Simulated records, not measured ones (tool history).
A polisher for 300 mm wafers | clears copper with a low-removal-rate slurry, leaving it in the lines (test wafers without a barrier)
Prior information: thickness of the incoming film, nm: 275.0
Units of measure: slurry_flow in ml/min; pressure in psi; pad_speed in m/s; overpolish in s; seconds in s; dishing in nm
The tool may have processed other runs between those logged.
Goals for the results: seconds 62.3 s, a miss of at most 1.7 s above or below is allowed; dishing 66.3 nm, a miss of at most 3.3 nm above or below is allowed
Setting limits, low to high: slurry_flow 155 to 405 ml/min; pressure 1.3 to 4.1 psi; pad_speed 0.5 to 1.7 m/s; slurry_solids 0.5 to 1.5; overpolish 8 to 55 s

run,hour,slurry_flow,pressure,pad_speed,slurry_solids,overpolish,seconds,dishing
1,0,260,2.7,1.1,1,28,79.737,66.81
2,4.3,260,3.1,1.1,1,28,69.728,74.53
3,6,265,3.2,1.1,1,27,67.257,76.351
4,15,325,3.2,1.1,1,27,65.921,76.656
5,16.9,325,3.2,1.1,1.2,27,64.785,78.767
6,21.7,325,3.2,1.1,1.2,26,63.348,75.588
7,26.9,325,3.2,1.1,1.2,26,63.835,76.95
8,34.8,335,3.3,1.1,1.2,19,63.024,60.288

5 next moves are on the table. One of them brings every result within its allowed miss. Which?
A,42.7,355,2.9,1.24,1.2,25,?,?
B,42.7,320,3.6,1.1,1.1,23,?,?
C,42.7,285,3.3,1.14,1.5,22,?,?
D,42.7,330,3.3,1.06,1.35,21,?,?
E,42.7,385,2.9,1.22,1.25,16,?,?

move,seconds,dishing
A,62.36,74.549
B,58.2,75.181
C,57.806,72.548
D,62.774,65.681
E,62.479,52.498
A: carries the result that was furthest off beyond its target, to the other side
B: carries the result that was furthest off beyond its target, to the other side
C: carries the result that was furthest off beyond its target, to the other side
D: all results in spec
E: moves away from the targets compared with the last run
D meets every target.
